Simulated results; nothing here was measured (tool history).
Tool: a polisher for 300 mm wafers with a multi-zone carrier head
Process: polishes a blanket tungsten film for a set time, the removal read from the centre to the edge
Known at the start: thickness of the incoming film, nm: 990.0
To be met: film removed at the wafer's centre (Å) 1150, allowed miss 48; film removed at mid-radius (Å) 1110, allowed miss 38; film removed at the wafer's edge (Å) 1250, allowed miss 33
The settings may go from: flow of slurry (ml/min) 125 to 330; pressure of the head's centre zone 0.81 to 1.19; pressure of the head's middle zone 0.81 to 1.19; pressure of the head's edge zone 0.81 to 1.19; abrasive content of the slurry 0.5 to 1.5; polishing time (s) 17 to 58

run,hour,flow of slurry (ml/min),pressure of the head's centre zone,pressure of the head's middle zone,pressure of the head's edge zone,abrasive content of the slurry,polishing time (s),film removed at the wafer's centre (Å),film removed at mid-radius (Å),film removed at the wafer's edge (Å)
1,0,210,1,1,1,1,37,2476.6,2311.9,2300.8
2,0.8,210,1,1,1,1,46,3061.6,2813.2,2855.9
3,6.6,210,1,1,1,1,40,2677.8,2499.5,2450.4
4,14.2,190,0.95,0.94,1.01,0.85,33,1997.8,1831.9,1974.7
# hour 20.1: centre zone pressure recalibrated
5,20.1,190,0.95,0.94,1.05,0.85,33,1781.7,1859.6,1999.8
6,23.8,155,0.95,0.94,1.05,0.85,33,1770.1,1793.7,1947.4
7,30.5,150,0.93,0.93,1.03,0.75,29,1446.3,1535,1636.9
8,36.7,145,0.91,0.89,1,0.65,28,1311.1,1359.8,1512.5

5 next moves are on the table. One of them brings every result within its allowed miss. Which?
A,42.9,145,0.97,0.82,0.87,0.6,25,?,?,?
B,42.9,155,0.94,0.87,0.98,0.5,24,?,?,?
C,42.9,140,1.02,0.83,0.88,0.5,26,?,?,?
D,42.9,195,1.01,0.85,0.97,0.7,22,?,?,?
E,42.9,140,0.97,0.82,1.02,0.5,24,?,?,?

move,film removed at the wafer's centre (Å),film removed at mid-radius (Å),film removed at the wafer's edge (Å)
A,1232.3,1121.9,1265.1
B,1127.8,1109.9,1253.8
C,1291.1,1129.4,1270.9
D,1243.6,1110.5,1258.4
E,1132.8,1032.4,1257.7
A: brings the result that was furthest off to its target, and leaves another outside
B: meets every target
C: brings the result that was furthest off to its target, and leaves another outside
D: brings the result that was furthest off to its target, and leaves another outside
E: brings the result that was furthest off to its target, and leaves another outside
Answer: B

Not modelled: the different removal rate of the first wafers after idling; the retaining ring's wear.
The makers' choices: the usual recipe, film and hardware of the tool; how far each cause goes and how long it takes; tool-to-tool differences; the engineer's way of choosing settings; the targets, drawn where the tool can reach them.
